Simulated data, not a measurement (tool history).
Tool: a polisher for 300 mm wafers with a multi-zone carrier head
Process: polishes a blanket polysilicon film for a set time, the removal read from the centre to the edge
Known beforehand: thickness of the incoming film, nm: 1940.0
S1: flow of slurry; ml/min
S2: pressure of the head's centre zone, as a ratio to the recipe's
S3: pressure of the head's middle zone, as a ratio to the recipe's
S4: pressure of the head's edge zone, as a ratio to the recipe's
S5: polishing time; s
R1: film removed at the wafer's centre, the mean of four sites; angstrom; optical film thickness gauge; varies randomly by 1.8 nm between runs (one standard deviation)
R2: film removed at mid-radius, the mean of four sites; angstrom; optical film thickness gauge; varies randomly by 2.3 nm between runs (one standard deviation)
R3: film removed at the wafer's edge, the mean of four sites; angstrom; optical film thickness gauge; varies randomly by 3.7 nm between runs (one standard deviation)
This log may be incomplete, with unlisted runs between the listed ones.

Run 1, hour 0: S1 200 ml/min, S2 1, S3 1, S4 1, S5 61 s. Result: R1 3899.5 angstrom, R2 4029.1 angstrom, R3 3951.3 angstrom.
Run 2, hour 3.9: S1 200 ml/min, S2 1, S3 1, S4 1, S5 67 s. Result: R1 4268.5 angstrom, R2 4477.6 angstrom, R3 4431.9 angstrom.
Run 3, hour 12.8: S1 155 ml/min, S2 1, S3 1, S4 1, S5 67 s. Result: R1 4134 angstrom, R2 4404.8 angstrom, R3 4321.8 angstrom.
Run 4, hour 21.8: S1 155 ml/min, S2 1, S3 1.04, S4 1, S5 67 s. Result: R1 4177.5 angstrom, R2 4474.7 angstrom, R3 4176.5 angstrom.
Run 5, hour 27.5: S1 155 ml/min, S2 1, S3 1.04, S4 0.94, S5 67 s. Result: R1 4126.3 angstrom, R2 4451.8 angstrom, R3 4174.1 angstrom.
Run 6, hour 30.1: S1 155 ml/min, S2 1, S3 1.04, S4 0.94, S5 55 s. Result: R1 3412.4 angstrom, R2 3594.2 angstrom, R3 3420.5 angstrom.
Run 7, hour 33.9: S1 155 ml/min, S2 1.01, S3 1.01, S4 0.93, S5 51 s. Result: R1 3125.5 angstrom, R2 3314.3 angstrom, R3 3142.4 angstrom.
Run 8, hour 40.4: S1 160 ml/min, S2 1.03, S3 0.95, S4 0.92, S5 50 s. Result: R1 3146.7 angstrom, R2 3122.3 angstrom, R3 3212.7 angstrom.

Predict the results of run 9:
Run 9, hour 46: S1 160 ml/min, S2 1.04, S3 0.94, S4 0.91, S5 48 s. Result: R1 ?, R2 ?, R3 ?.

{"run 9": {"R1": 3018.3, "R2": 2979.9, "R3": 3042.6}}

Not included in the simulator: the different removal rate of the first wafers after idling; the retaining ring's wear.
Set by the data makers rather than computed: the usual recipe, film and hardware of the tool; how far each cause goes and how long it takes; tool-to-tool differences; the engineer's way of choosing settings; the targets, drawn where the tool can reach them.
